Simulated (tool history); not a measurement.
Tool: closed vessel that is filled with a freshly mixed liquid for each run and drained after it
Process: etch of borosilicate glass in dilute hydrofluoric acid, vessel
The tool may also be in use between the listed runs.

run	hour	temperature setpoint of the liquid (°C)	parts of water to one part of 49 % hydrofluoric acid (parts by volume)	time in the liquid (s)	thickness taken off the borosilicate glass on a monitor wafer (Å)
1	0	26	190	35	51.807
2	6.9	28	190	35	55.639
3	11.8	29.5	180	35	62.115
4	18.7	30.5	170	35	69.239
# hour 23.9: hydrofluoric acid flow meter replaced
5	23.9	31.5	165	35	80.92
6	29.7	32	165	35	81.447
7	35.5	32.5	165	35	83.358

Run 8 comes next. What will it give?
8	44.3	33	165	35	?

Run 8 gave thickness taken off the borosilicate glass on a monitor wafer (Å) 84.722.
